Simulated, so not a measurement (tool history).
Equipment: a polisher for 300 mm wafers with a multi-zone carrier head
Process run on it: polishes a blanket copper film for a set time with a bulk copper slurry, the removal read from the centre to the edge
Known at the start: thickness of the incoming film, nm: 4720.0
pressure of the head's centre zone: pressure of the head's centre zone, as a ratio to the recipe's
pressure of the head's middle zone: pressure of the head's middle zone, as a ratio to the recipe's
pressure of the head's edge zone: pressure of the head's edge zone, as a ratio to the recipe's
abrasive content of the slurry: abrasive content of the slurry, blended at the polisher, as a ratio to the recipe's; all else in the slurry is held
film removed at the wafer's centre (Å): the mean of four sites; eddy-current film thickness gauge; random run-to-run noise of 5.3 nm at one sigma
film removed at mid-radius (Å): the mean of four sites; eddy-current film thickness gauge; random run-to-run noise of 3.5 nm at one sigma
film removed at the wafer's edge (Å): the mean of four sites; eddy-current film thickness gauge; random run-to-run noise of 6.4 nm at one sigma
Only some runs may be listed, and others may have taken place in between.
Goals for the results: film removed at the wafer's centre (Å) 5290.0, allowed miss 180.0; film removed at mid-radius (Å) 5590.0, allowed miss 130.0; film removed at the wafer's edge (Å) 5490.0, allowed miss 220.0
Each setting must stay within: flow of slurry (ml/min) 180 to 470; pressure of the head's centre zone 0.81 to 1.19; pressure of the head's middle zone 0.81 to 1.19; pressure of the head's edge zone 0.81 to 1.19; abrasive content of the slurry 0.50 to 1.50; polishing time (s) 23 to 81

run  hour  flow of slurry (ml/min)  pressure of the head's centre zone  pressure of the head's middle zone  pressure of the head's edge zone  abrasive content of the slurry  polishing time (s)  film removed at the wafer's centre (Å)  film removed at mid-radius (Å)  film removed at the wafer's edge (Å)
  1   0.0                      300                                1.00                                1.00                              1.00                            1.00                  52                                  6421.8                          6101.2                                5767.1
  2   1.4                      300                                1.03                                1.00                              1.00                            1.00                  52                                  6568.2                          6129.0                                5836.8
  3   7.3                      330                                1.03                                1.00                              1.00                            1.00                  52                                  6656.6                          6179.3                                5789.0
  4  12.7                      320                                0.97                                0.98                              0.99                            0.95                  52                                  6129.9                          6030.3                                5863.1
  5  14.7                      320                                0.97                                0.98                              0.99                            0.95                  41                                  4804.8                          4720.9                                4582.4
     23.7  -- centre zone pressure recalibrated
  6  23.7                      360                                0.97                                0.98                              0.99                            0.95                  41                                  4690.7                          4800.7                                4520.1
  7  28.0                      345                                0.96                                0.99                              1.03                            1.10                  42                                  4903.0                          5122.0                                4942.6
  8  31.0                      340                                0.97                                1.00                              1.06                            1.15                  42                                  4948.4                          5197.8                                5048.1

Below are 4 possible settings for the next run. Only one of them brings all results inside the allowed miss of their targets. Which is it?
  A  34.0                      290                                0.96                                0.99                              1.06                            1.15                  46                                       ?                               ?                                     ?
  B  34.0                      320                                0.89                                0.91                              1.11                            1.20                  49                                       ?                               ?                                     ?
  C  34.0                      335                                0.88                                1.01                              1.16                            1.50                  42                                       ?                               ?                                     ?
  D  34.0                      280                                0.93                                1.04                              1.13                            1.05                  46                                       ?                               ?                                     ?

move  film removed at the wafer's centre (Å)  film removed at mid-radius (Å)  film removed at the wafer's edge (Å)
   A                                  5347.5                          5591.3                                5455.3
   B                                  5385.8                          5662.8                                6039.7
   C                                  4829.3                          5598.6                                5567.4
   D                                  5054.1                          5689.6                                5477.3
A: meets every target
B: meets the target for the result that was furthest off, but another lies outside its allowed miss
C: meets the target for the result that was furthest off, but another lies outside its allowed miss
D: meets the target for the result that was furthest off, but another lies outside its allowed miss
Go with A: it meets all targets.
